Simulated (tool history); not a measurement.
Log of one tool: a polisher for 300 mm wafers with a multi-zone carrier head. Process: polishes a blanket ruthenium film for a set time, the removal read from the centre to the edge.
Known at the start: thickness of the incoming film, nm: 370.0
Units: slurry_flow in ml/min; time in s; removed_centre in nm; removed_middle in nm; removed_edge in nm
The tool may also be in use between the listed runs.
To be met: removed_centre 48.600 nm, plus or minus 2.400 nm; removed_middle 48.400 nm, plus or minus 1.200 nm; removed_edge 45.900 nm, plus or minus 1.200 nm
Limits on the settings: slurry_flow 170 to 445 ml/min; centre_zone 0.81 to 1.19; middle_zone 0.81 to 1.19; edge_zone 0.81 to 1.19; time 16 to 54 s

run	hour	slurry_flow	centre_zone	middle_zone	edge_zone	time	removed_centre	removed_middle	removed_edge
1	0.0	285	1.00	1.00	1.00	35	32.224	34.371	35.582
2	8.6	290	1.02	1.02	1.01	36	35.372	36.214	36.368
3	12.5	290	1.02	1.03	1.02	37	35.909	37.780	37.444
4	20.5	295	1.03	1.04	1.03	38	36.970	39.344	38.809
5	24.6	295	1.03	1.10	1.03	38	37.171	39.923	38.842
6	29.6	295	1.00	1.10	1.03	38	36.990	40.630	38.530
7	31.9	300	1.02	1.11	1.04	38	37.518	41.460	39.249
8	36.1	310	1.04	1.11	1.05	38	38.212	41.531	39.577
9	44.1	315	1.06	1.11	1.06	38	38.721	40.917	39.944
10	48.6	320	1.07	1.12	1.06	38	39.489	41.651	39.357
11	56.7	325	1.08	1.12	1.07	38	38.528	41.747	39.788
12	59.1	320	1.09	1.12	1.07	39	40.628	43.142	41.041
13	61.4	325	1.10	1.12	1.07	39	41.389	42.842	40.926

Which one of the following 4 next-run settings gets every result inside its allowed miss? There is exactly one.
A	63.7	350	1.19	0.93	0.91	40	?	?	?
B	63.7	315	0.89	1.16	1.13	41	?	?	?
C	63.7	395	1.12	1.11	1.03	44	?	?	?
D	63.7	310	0.81	1.16	1.19	43	?	?	?

move	removed_centre	removed_middle	removed_edge
A	46.430	37.032	38.770
B	35.187	45.395	43.655
C	48.643	47.800	45.458
D	33.498	47.549	46.965
A: the biggest miss grows against the last run
B: the biggest miss grows against the last run
C: all results land within tolerance of their targets
D: the worst result of the last run now meets its target, but another is out of spec
Move C is the one to make.
